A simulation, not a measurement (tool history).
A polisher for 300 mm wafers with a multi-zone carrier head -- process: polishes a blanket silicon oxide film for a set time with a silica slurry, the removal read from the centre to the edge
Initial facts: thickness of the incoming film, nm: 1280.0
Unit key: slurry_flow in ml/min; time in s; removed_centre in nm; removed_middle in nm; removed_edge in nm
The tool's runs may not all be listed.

{"run": 1, "day": 0.0, "slurry_flow": 250, "centre_zone": 1.0, "middle_zone": 1.0, "edge_zone": 1.0, "slurry_solids": 1.0, "time": 62, "removed_centre": 168.29, "removed_middle": 174.01, "removed_edge": 176.05}
{"run": 2, "day": 0.362, "slurry_flow": 225, "centre_zone": 1.0, "middle_zone": 1.0, "edge_zone": 1.0, "slurry_solids": 1.0, "time": 62, "removed_centre": 167.56, "removed_middle": 173.06, "removed_edge": 172.03}
{"run": 3, "day": 0.692, "slurry_flow": 225, "centre_zone": 1.0, "middle_zone": 1.0, "edge_zone": 0.96, "slurry_solids": 1.0, "time": 62, "removed_centre": 168.34, "removed_middle": 172.37, "removed_edge": 167.81}
{"run": 4, "day": 1.05, "slurry_flow": 225, "centre_zone": 1.0, "middle_zone": 1.0, "edge_zone": 0.87, "slurry_solids": 1.0, "time": 62, "removed_centre": 168.78, "removed_middle": 174.01, "removed_edge": 160.27}
{"run": 5, "day": 1.271, "slurry_flow": 225, "centre_zone": 1.0, "middle_zone": 1.0, "edge_zone": 0.87, "slurry_solids": 1.0, "time": 48, "removed_centre": 129.42, "removed_middle": 136.67, "removed_edge": 124.88}
{"run": 6, "day": 1.629, "slurry_flow": 225, "centre_zone": 1.0, "middle_zone": 1.0, "edge_zone": 0.87, "slurry_solids": 0.9, "time": 48, "removed_centre": 123.45, "removed_middle": 128.12, "removed_edge": 119.09}

What does the tool deliver on the next run?
{"run": 7, "day": 1.954, "slurry_flow": 270, "centre_zone": 0.95, "middle_zone": 0.94, "edge_zone": 0.97, "slurry_solids": 1.05, "time": 48, "removed_centre": "?", "removed_middle": "?", "removed_edge": "?"}

{"run 7": {"removed_centre": 130.45, "removed_middle": 131.15, "removed_edge": 135.8}}
